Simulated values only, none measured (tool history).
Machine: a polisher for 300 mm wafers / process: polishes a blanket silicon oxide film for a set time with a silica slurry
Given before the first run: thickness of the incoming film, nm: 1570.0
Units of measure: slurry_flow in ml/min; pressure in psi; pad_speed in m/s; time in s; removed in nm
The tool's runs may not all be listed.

| run | day | slurry_flow | pressure | pad_speed | slurry_solids | time | removed |
|---|---|---|---|---|---|---|---|
| 1 | 0.000 | 225 | 3.4 | 1.14 | 1.00 | 69 | 179.10 |
| 2 | 0.192 | 225 | 3.4 | 1.14 | 0.90 | 69 | 168.52 |
| 3 | 0.458 | 225 | 2.9 | 1.14 | 0.90 | 69 | 145.07 |
| 4 | 0.517 | 245 | 2.9 | 1.14 | 0.90 | 69 | 146.20 |
| 5 | 0.625 | 245 | 2.9 | 1.14 | 1.05 | 69 | 159.49 |
| 6 | 0.929 | 245 | 2.9 | 1.14 | 1.05 | 69 | 159.38 |
| 7 | 1.225 | 245 | 2.9 | 1.14 | 1.05 | 69 | 159.10 |
| 8 | 1.254 | 250 | 3.2 | 1.14 | 1.05 | 69 | 174.73 |

The next listed run, before its measurement:
| 9 | 1.292 | 255 | 3.4 | 1.14 | 1.05 | 69 | ? |

{"run 9": {"removed": 185.22}}
